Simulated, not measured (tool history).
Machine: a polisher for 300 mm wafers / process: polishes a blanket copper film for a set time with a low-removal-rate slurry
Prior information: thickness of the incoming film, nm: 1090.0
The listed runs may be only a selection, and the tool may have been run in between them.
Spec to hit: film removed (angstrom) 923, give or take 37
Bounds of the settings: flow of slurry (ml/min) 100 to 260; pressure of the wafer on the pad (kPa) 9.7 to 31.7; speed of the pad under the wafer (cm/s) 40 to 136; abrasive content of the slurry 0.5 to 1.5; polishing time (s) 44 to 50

run,hour,flow of slurry (ml/min),pressure of the wafer on the pad (kPa),speed of the pad under the wafer (cm/s),abrasive content of the slurry,polishing time (s),film removed (angstrom)
1,0,165,20.7,88,1,50,1367.1
2,1.4,165,20.7,106,1,50,1577.4
3,6.4,165,19.3,106,1,50,1449.6
4,13.9,190,19.3,106,1,50,1457.9
5,22.4,190,17.9,106,1,50,1413.8
6,26.7,190,17.9,92,1,50,1255.8
7,33.3,175,12.4,90,1,50,850
8,38.2,180,12.4,90,1,50,865.87
9,39.6,185,12.4,90,1,50,870.92

Which of these 4 next moves meets every target?
A,41,160,13.8,92,1.05,44,?
B,41,185,12.4,82,1.1,49,?
C,41,210,13.1,98,0.75,50,?
D,41,230,13.8,78,1,47,?

move,film removed (angstrom)
A,837.55
B,799.83
C,922.67
D,825.35
A: further off than the last run
B: further off than the last run
C: every result lands within tolerance
D: further off than the last run
Answer: C
